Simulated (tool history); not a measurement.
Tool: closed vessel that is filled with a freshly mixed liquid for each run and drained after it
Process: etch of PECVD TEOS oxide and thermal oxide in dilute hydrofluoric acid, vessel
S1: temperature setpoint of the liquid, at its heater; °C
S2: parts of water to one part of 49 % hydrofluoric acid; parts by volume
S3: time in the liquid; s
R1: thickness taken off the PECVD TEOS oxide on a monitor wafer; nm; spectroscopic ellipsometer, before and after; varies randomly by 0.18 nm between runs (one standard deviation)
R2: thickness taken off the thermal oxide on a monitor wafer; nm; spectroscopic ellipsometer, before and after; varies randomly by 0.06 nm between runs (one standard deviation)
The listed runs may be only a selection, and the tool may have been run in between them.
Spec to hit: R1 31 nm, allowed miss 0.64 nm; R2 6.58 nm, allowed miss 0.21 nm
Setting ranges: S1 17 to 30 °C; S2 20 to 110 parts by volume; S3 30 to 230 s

run	hour	S1	S2	S3	R1	R2
1	0	22	60	120	46.65	10.04
2	4.7	22	40	120	73.671	15.448
3	9.9	21.5	45	120	62.743	13.518
4	10.9	21	50	120	55.173	11.641
5	18.3	20.5	55	120	48.991	10.259
6	26.3	20.5	75	120	34.942	7.3977
7	34.2	20	75	120	34.088	7.2272
8	40.2	19.5	75	120	33.223	7.0739
9	44.2	18.5	75	120	32.225	6.7899

Of the 4 settings listed for the next run, only one would bring every result within its allowed miss of target. Which one?
A	48.2	21	75	105	?	?
B	48.2	17.5	75	130	?	?
C	48.2	21.5	75	110	?	?
D	48.2	22	95	140	?	?

move	R1	R2
A	30.995	6.4572
B	33.127	6.9013
C	33.149	6.9059
D	33.194	6.9154
A: in spec on every target
B: further off than the last run
C: further off than the last run
D: further off than the last run
A is the move that brings every result within its allowed miss.
